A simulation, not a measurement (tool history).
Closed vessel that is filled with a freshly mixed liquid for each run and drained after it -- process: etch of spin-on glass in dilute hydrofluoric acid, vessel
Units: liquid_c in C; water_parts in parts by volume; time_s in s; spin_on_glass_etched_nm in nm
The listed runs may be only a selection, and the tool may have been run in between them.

{"run": 1, "hour": 0.0, "liquid_c": 23.0, "water_parts": 125, "time_s": 35, "spin_on_glass_etched_nm": 13.23}
{"run": 2, "hour": 4.3, "liquid_c": 24.0, "water_parts": 120, "time_s": 35, "spin_on_glass_etched_nm": 14.203}
{"run": 3, "hour": 7.9, "liquid_c": 25.0, "water_parts": 115, "time_s": 35, "spin_on_glass_etched_nm": 15.493}
{"run": 4, "hour": 17.2, "liquid_c": 25.0, "water_parts": 115, "time_s": 35, "spin_on_glass_etched_nm": 15.598}
{"run": 5, "hour": 19.0, "liquid_c": 25.5, "water_parts": 110, "time_s": 35, "spin_on_glass_etched_nm": 16.66}
{"run": 6, "hour": 25.6, "liquid_c": 26.0, "water_parts": 105, "time_s": 35, "spin_on_glass_etched_nm": 17.733}
{"run": 7, "hour": 31.1, "liquid_c": 26.5, "water_parts": 105, "time_s": 35, "spin_on_glass_etched_nm": 18.171}
{"run": 8, "hour": 40.1, "liquid_c": 27.0, "water_parts": 105, "time_s": 35, "spin_on_glass_etched_nm": 18.375}
{"run": 9, "hour": 43.9, "liquid_c": 27.5, "water_parts": 105, "time_s": 35, "spin_on_glass_etched_nm": 18.992}

Run 10 is up next; what results do you expect?
{"run": 10, "hour": 50.8, "liquid_c": 28.0, "water_parts": 105, "time_s": 35, "spin_on_glass_etched_nm": "?"}

Run 10 came out at spin_on_glass_etched_nm 19.269 nm.

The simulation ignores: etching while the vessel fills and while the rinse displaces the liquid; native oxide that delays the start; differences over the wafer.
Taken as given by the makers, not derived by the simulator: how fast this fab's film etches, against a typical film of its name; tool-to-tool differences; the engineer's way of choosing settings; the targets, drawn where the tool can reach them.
